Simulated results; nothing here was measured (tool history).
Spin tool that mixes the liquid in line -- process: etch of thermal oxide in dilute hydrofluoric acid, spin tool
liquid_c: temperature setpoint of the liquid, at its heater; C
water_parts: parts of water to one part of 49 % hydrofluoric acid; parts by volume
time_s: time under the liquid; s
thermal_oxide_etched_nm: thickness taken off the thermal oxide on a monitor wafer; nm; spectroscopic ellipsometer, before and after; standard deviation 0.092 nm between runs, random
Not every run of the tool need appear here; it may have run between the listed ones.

run,hour,liquid_c,water_parts,time_s,thermal_oxide_etched_nm
1,0.0,22.0,135,270,10.168
2,1.1,22.0,135,270,10.073
3,4.5,23.0,135,270,10.667
4,6.0,23.5,135,270,10.698
5,8.1,23.5,135,290,11.540
6,14.8,23.5,90,290,18.052
7,16.6,22.0,95,290,16.032

Run 8, settings as shown, results not yet in. Your forecast:
8,24.6,21.0,100,290,?

thermal_oxide_etched_nm: 14.710 nm

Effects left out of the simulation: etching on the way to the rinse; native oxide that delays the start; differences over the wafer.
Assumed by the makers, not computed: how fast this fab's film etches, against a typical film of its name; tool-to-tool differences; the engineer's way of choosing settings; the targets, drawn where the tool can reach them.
